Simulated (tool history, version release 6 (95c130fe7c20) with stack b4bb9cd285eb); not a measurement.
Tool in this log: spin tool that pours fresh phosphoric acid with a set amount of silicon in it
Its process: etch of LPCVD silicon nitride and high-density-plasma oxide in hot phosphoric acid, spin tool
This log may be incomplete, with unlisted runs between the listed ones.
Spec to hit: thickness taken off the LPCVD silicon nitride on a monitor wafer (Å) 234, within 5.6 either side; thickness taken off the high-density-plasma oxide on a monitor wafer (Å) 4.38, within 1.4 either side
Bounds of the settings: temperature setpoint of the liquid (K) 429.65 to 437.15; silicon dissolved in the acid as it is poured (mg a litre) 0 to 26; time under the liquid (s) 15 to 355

run  hour  temperature setpoint of the liquid (K)  silicon dissolved in the acid as it is poured (mg a litre)  time under the liquid (s)  thickness taken off the LPCVD silicon nitride on a monitor wafer (Å)  thickness taken off the high-density-plasma oxide on a monitor wafer (Å)
  1     0                                  432.15                                                        11.5                        180                                                                 148.1                                                                    3.6817
  2   1.8                                  432.65                                                        14.5                        195                                                                160.91                                                                    4.0965
  3   6.3                                  432.15                                                          16                        215                                                                174.75                                                                    3.7277
  4     7                                  432.15                                                        22.5                        215                                                                172.93                                                                    3.1292
  5    14                                  432.15                                                          26                        215                                                                175.32                                                                     2.629
  6  16.7                                  432.15                                                          26                        260                                                                209.32                                                                    3.0241
  7  23.8                                  432.65                                                        25.5                        260                                                                211.25                                                                    3.1803
  8  28.2                                  433.15                                                        24.5                        265                                                                221.61                                                                    3.0944
  9  29.7                                  433.15                                                        22.5                        265                                                                219.66                                                                    3.5263
 10    31                                  433.65                                                        21.5                        265                                                                 226.3                                                                    3.8808
 11  34.6                                  433.65                                                          21                        265                                                                223.96                                                                    3.6542
 12  42.4                                  433.65                                                          20                        265                                                                225.73                                                                    4.3738
 13  48.1                                  433.65                                                        20.5                        265                                                                 227.9                                                                    4.4699
 14  54.6                                  433.65                                                          21                        265                                                                 226.1                                                                    4.9895
 15    61                                  433.65                                                        21.5                        265                                                                226.33                                                                    4.8631
 16  68.7                                  433.65                                                          22                        265                                                                225.68                                                                    4.6557

Consider the 5 candidate settings below. Which is the only one whose results all fall within their allowed miss of target?
  A  76.4                                  436.15                                                          13                        240                                                                     ?                                                                         ?
  B  76.4                                  437.15                                                          22                        225                                                                     ?                                                                         ?
  C  76.4                                  433.15                                                        20.5                        260                                                                     ?                                                                         ?
  D  76.4                                  433.65                                                          25                        275                                                                     ?                                                                         ?
  E  76.4                                  432.65                                                        24.5                        265                                                                     ?                                                                         ?

move  thickness taken off the LPCVD silicon nitride on a monitor wafer (Å)  thickness taken off the high-density-plasma oxide on a monitor wafer (Å)
   A                                                                219.64                                                                    5.5581
   B                                                                212.83                                                                    4.4038
   C                                                                215.28                                                                    3.9662
   D                                                                231.55                                                                    3.7854
   E                                                                215.76                                                                    3.4437
A: its largest miss is bigger than the last run's
B: its largest miss is bigger than the last run's
C: its largest miss is bigger than the last run's
D: every result within its allowed miss
E: its largest miss is bigger than the last run's
The right move is D.
